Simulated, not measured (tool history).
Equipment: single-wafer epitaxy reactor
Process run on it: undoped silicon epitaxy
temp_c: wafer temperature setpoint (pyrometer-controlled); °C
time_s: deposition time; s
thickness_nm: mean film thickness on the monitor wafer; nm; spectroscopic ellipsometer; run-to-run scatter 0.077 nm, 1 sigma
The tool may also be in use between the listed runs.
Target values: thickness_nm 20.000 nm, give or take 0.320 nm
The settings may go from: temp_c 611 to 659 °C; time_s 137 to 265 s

run 1 hour=0.0 | temp_c=635 time_s=201 | thickness_nm=20.805
run 2 hour=1.3 | temp_c=641 time_s=201 | thickness_nm=23.391
run 3 hour=7.8 | temp_c=648 time_s=201 | thickness_nm=26.579
run 4 hour=16.2 | temp_c=644 time_s=201 | thickness_nm=24.917
run 5 hour=21.6 | temp_c=650 time_s=201 | thickness_nm=27.835
run 6 hour=22.9 | temp_c=645 time_s=201 | thickness_nm=25.226
run 7 hour=29.3 | temp_c=642 time_s=201 | thickness_nm=23.790
run 8 hour=32.0 | temp_c=640 time_s=201 | thickness_nm=22.861
-- hour=37.0 pyrometer calibrated
run 9 hour=37.0 | temp_c=638 time_s=201 | thickness_nm=24.230
run 10 hour=43.6 | temp_c=632 time_s=200 | thickness_nm=21.525

4 next moves are on the table. One of them brings every result within its allowed miss. Which?
run A hour=50.2 | temp_c=629 time_s=199 | thickness_nm=?
run B hour=50.2 | temp_c=631 time_s=182 | thickness_nm=?
run C hour=50.2 | temp_c=630 time_s=199 | thickness_nm=?
run D hour=50.2 | temp_c=638 time_s=202 | thickness_nm=?

move=A thickness_nm=20.139
move=B thickness_nm=19.170
move=C thickness_nm=20.546
move=D thickness_nm=24.446
A: every result lands within tolerance
B: the result that was furthest off in the last run now lies on the other side of its target
C: better than the last run, though not everything is in spec
D: moves away from the targets compared with the last run
Correct choice: A, which meets every target

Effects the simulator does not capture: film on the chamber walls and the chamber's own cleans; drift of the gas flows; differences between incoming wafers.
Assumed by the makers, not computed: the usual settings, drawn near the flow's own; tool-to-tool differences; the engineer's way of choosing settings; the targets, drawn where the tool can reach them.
